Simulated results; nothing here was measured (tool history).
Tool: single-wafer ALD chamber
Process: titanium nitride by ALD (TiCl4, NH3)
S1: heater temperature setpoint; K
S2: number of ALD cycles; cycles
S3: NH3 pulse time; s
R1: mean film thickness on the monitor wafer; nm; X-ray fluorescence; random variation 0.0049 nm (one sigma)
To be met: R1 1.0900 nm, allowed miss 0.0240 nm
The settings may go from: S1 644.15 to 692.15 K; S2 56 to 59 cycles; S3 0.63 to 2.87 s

Run 1, hour 0.0: S1 668.15 K, S2 59 cycles, S3 1.75 s. Result: R1 1.1901 nm.
Run 2, hour 6.1: S1 666.15 K, S2 59 cycles, S3 1.63 s. Result: R1 1.1828 nm.
Run 3, hour 9.5: S1 656.15 K, S2 59 cycles, S3 1.63 s. Result: R1 1.1815 nm.
Run 4, hour 14.4: S1 655.15 K, S2 59 cycles, S3 1.52 s. Result: R1 1.1565 nm.
Run 5, hour 21.9: S1 662.15 K, S2 59 cycles, S3 1.52 s. Result: R1 1.1698 nm.
Run 6, hour 29.0: S1 662.15 K, S2 59 cycles, S3 1.46 s. Result: R1 1.1772 nm.
Run 7, hour 32.9: S1 660.15 K, S2 59 cycles, S3 1.38 s. Result: R1 1.1671 nm.
Run 8, hour 38.1: S1 650.15 K, S2 56 cycles, S3 0.85 s. Result: R1 1.0512 nm.

Which of these 5 next moves meets every target?
Run A, hour 43.3: S1 650.15 K, S2 56 cycles, S3 0.63 s. Result: R1 ?.
Run B, hour 43.3: S1 644.15 K, S2 56 cycles, S3 0.99 s. Result: R1 ?.
Run C, hour 43.3: S1 656.15 K, S2 57 cycles, S3 0.93 s. Result: R1 ?.
Run D, hour 43.3: S1 655.15 K, S2 56 cycles, S3 0.71 s. Result: R1 ?.
Run E, hour 43.3: S1 644.15 K, S2 58 cycles, S3 0.79 s. Result: R1 ?.

move      R1
   A  1.0208
   B  1.0416
   C  1.0892
   D  1.0458
   E  1.0562
A: further off than the last run
B: further off than the last run
C: meets every target
D: further off than the last run
E: nearer than the last run, and not there yet
Answer: C

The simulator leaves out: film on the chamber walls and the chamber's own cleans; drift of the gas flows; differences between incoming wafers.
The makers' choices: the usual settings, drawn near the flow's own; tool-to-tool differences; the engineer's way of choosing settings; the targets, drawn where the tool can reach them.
